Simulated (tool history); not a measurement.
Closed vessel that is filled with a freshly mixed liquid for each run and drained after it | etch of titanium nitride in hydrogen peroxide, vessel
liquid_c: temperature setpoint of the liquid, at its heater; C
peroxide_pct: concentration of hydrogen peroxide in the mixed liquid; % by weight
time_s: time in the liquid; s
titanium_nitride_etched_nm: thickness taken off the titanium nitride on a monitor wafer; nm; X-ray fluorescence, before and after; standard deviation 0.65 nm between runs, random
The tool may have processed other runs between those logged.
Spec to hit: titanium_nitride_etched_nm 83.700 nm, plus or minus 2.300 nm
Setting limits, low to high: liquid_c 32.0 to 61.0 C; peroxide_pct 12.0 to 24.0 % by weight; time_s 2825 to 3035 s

run 1 hour=0.0 | liquid_c=45.0 peroxide_pct=16.0 time_s=2825 | titanium_nitride_etched_nm=47.317
run 2 hour=8.2 | liquid_c=45.0 peroxide_pct=13.0 time_s=2825 | titanium_nitride_etched_nm=45.226
run 3 hour=18.0 | liquid_c=50.5 peroxide_pct=13.0 time_s=2825 | titanium_nitride_etched_nm=68.083
run 4 hour=22.7 | liquid_c=57.5 peroxide_pct=13.0 time_s=2825 | titanium_nitride_etched_nm=112.130
run 5 hour=28.1 | liquid_c=56.5 peroxide_pct=13.0 time_s=2825 | titanium_nitride_etched_nm=104.080
run 6 hour=30.4 | liquid_c=56.0 peroxide_pct=13.0 time_s=2825 | titanium_nitride_etched_nm=102.750
run 7 hour=39.8 | liquid_c=55.5 peroxide_pct=13.0 time_s=2825 | titanium_nitride_etched_nm=97.152
run 8 hour=43.9 | liquid_c=55.0 peroxide_pct=13.0 time_s=2825 | titanium_nitride_etched_nm=95.089
run 9 hour=50.1 | liquid_c=54.5 peroxide_pct=13.0 time_s=2825 | titanium_nitride_etched_nm=89.779
run 10 hour=56.5 | liquid_c=54.0 peroxide_pct=13.0 time_s=2825 | titanium_nitride_etched_nm=88.005

Which of these 5 next moves meets every target?
run A hour=62.9 | liquid_c=53.5 peroxide_pct=12.0 time_s=2940 | titanium_nitride_etched_nm=?
run B hour=62.9 | liquid_c=53.5 peroxide_pct=16.0 time_s=2825 | titanium_nitride_etched_nm=?
run C hour=62.9 | liquid_c=53.5 peroxide_pct=12.0 time_s=3025 | titanium_nitride_etched_nm=?
run D hour=62.9 | liquid_c=51.5 peroxide_pct=13.5 time_s=3035 | titanium_nitride_etched_nm=?
run E hour=62.9 | liquid_c=53.5 peroxide_pct=12.0 time_s=2825 | titanium_nitride_etched_nm=?

move=A titanium_nitride_etched_nm=87.307
move=B titanium_nitride_etched_nm=89.109
move=C titanium_nitride_etched_nm=89.831
move=D titanium_nitride_etched_nm=79.983
move=E titanium_nitride_etched_nm=83.892
A: closer than the last run, but not yet in spec
B: moves away from the targets compared with the last run
C: moves away from the targets compared with the last run
D: moves the result that the last run missed by most past its target, out the other side
E: all results land within tolerance of their targets
The move that meets every target is E.

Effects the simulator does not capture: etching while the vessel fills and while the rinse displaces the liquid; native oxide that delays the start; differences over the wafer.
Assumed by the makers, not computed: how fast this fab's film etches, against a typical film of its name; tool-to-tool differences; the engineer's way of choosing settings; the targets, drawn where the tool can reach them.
